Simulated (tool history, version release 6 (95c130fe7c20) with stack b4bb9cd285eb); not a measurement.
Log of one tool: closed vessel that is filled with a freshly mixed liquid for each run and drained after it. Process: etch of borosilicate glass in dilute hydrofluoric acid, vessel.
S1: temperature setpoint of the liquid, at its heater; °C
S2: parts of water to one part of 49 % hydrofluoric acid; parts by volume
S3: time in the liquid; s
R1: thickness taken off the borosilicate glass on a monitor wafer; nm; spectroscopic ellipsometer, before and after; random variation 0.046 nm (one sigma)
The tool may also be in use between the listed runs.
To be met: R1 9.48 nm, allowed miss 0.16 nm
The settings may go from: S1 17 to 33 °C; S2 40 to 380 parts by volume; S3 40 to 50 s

Run 1, day 0: S1 25 °C, S2 210 parts by volume, S3 50 s. Result: R1 5.8865 nm.
Run 2, day 0.358: S1 25 °C, S2 210 parts by volume, S3 50 s. Result: R1 5.8996 nm.
Run 3, day 0.604: S1 27 °C, S2 200 parts by volume, S3 50 s. Result: R1 6.7497 nm.
Run 4, day 0.729: S1 28.5 °C, S2 195 parts by volume, S3 50 s. Result: R1 7.2681 nm.
Run 5, day 1.017: S1 28.5 °C, S2 195 parts by volume, S3 50 s. Result: R1 7.281 nm.
Run 6, day 1.138: S1 29.5 °C, S2 190 parts by volume, S3 50 s. Result: R1 7.8478 nm.
Run 7, day 1.192: S1 30.5 °C, S2 190 parts by volume, S3 50 s. Result: R1 8.0989 nm.
Run 8, day 1.538: S1 33 °C, S2 175 parts by volume, S3 50 s. Result: R1 9.7893 nm.

4 next moves are on the table. One of them brings every result within its allowed miss. Which?
Run A, day 1.883: S1 32 °C, S2 175 parts by volume, S3 50 s. Result: R1 ?.
Run B, day 1.883: S1 31.5 °C, S2 155 parts by volume, S3 45 s. Result: R1 ?.
Run C, day 1.883: S1 29 °C, S2 155 parts by volume, S3 50 s. Result: R1 ?.
Run D, day 1.883: S1 32 °C, S2 170 parts by volume, S3 50 s. Result: R1 ?.

move      R1
   A  9.4923
   B   9.735
   C  9.8929
   D  9.8366
A: meets every target
B: nearer than the last run, and not there yet
C: further off than the last run
D: further off than the last run
The right move is A.

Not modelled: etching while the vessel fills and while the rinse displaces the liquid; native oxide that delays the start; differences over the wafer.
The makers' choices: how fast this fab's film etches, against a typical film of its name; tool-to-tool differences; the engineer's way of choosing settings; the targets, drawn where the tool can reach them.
